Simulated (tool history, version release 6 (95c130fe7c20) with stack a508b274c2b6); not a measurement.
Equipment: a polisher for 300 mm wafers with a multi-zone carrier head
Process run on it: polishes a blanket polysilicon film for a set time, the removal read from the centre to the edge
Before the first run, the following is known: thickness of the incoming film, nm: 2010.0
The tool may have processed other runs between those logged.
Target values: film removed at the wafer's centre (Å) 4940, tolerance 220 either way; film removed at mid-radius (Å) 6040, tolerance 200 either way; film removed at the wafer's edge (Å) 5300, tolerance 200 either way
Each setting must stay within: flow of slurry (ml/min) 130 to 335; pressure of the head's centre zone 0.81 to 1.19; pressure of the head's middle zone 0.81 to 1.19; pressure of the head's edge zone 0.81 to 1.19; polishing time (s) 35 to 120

run  hour  flow of slurry (ml/min)  pressure of the head's centre zone  pressure of the head's middle zone  pressure of the head's edge zone  polishing time (s)  film removed at the wafer's centre (Å)  film removed at mid-radius (Å)  film removed at the wafer's edge (Å)
  1     0                      215                                   1                                   1                                 1                  77                                  4409.1                          4414.2                                4389.8
  2   6.4                      230                                0.99                                1.06                              1.03                  80                                  4626.6                          4864.9                                4648.1
  3  11.2                      240                                0.97                                 1.1                              1.05                  82                                  4530.4                          5188.3                                4883.3
  4  18.1                      250                                0.98                                1.13                              1.05                  83                                  4727.5                          5407.1                                4895.4
  5    25                      250                                0.98                                1.05                              1.05                  83                                  4717.9                          5028.4                                4943.3
  6  30.6                      250                                0.98                                1.09                              1.06                  85                                  4936.8                          5336.8                                5040.5
  7  32.8                      255                                0.97                                1.12                              1.07                  86                                  4814.1                          5457.8                                5078.8
  8  33.3                      255                                0.97                                1.14                              1.07                  87                                  4893.3                          5701.6                                5212.3

Exactly one of the 5 candidate moves below puts every result within its allowed miss. Which one?
  A  33.8                      240                                0.99                                 1.1                              1.14                  86                                       ?                               ?                                     ?
  B  33.8                      190                                1.04                                 1.1                              1.07                  88                                       ?                               ?                                     ?
  C  33.8                      310                                0.96                                1.16                              1.13                  82                                       ?                               ?                                     ?
  D  33.8                      185                                   1                                1.14                              1.19                  90                                       ?                               ?                                     ?
  E  33.8                      230                                0.95                                1.18                              1.03                  90                                       ?                               ?                                     ?

move  film removed at the wafer's centre (Å)  film removed at mid-radius (Å)  film removed at the wafer's edge (Å)
   A                                  4809.6                          5441.5                                5435.8
   B                                  5007.8                          5408.8                                5271.8
   C                                  4577.5                          5574.1                                5257.5
   D                                  4904.4                          5683.5                                  5675
   E                                    4805                          6022.2                                5380.5
A: misses by more than the last run did
B: misses by more than the last run did
C: misses by more than the last run did
D: misses by more than the last run did
E: all results land within tolerance of their targets
The move that meets every target is E.

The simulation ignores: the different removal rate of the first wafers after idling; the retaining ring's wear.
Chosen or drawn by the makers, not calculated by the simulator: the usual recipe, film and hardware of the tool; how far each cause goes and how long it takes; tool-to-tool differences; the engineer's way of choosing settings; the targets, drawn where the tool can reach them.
